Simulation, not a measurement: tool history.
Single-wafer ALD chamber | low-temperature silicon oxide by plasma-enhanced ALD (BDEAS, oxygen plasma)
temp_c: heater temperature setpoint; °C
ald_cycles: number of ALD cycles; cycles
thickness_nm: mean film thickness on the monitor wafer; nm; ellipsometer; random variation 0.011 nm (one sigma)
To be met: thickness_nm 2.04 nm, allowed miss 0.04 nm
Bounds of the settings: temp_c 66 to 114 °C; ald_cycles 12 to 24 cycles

Run 1, hour 0: temp_c 90 °C, ald_cycles 18 cycles. Result: thickness_nm 2.712 nm.
Run 2, hour 8.1: temp_c 95 °C, ald_cycles 18 cycles. Result: thickness_nm 2.6652 nm.
Run 3, hour 12.4: temp_c 84 °C, ald_cycles 18 cycles. Result: thickness_nm 2.71 nm.
Run 4, hour 18.7: temp_c 91 °C, ald_cycles 17 cycles. Result: thickness_nm 2.5171 nm.
Run 5, hour 21.2: temp_c 91 °C, ald_cycles 16 cycles. Result: thickness_nm 2.3747 nm.
Run 6, hour 27.1: temp_c 82 °C, ald_cycles 16 cycles. Result: thickness_nm 2.4502 nm.
Run 7, hour 31.2: temp_c 85 °C, ald_cycles 15 cycles. Result: thickness_nm 2.2871 nm.
Run 8, hour 35.1: temp_c 85 °C, ald_cycles 15 cycles. Result: thickness_nm 2.2756 nm.
Run 9, hour 39.1: temp_c 87 °C, ald_cycles 15 cycles. Result: thickness_nm 2.2496 nm.
Run 10, hour 47.6: temp_c 90 °C, ald_cycles 15 cycles. Result: thickness_nm 2.2534 nm.
Run 11, hour 55.9: temp_c 92 °C, ald_cycles 15 cycles. Result: thickness_nm 2.2587 nm.

Which of these 4 next moves meets every target?
Run A, hour 64.2: temp_c 88 °C, ald_cycles 13 cycles. Result: thickness_nm ?.
Run B, hour 64.2: temp_c 93 °C, ald_cycles 16 cycles. Result: thickness_nm ?.
Run C, hour 64.2: temp_c 100 °C, ald_cycles 14 cycles. Result: thickness_nm ?.
Run D, hour 64.2: temp_c 106 °C, ald_cycles 17 cycles. Result: thickness_nm ?.

move  thickness_nm
   A        1.9657
   B        2.3829
   C        2.0404
   D        2.4345
A: takes the result that was furthest off past its target
B: further off than the last run
C: meets every target
D: further off than the last run
Move C is the one to make.
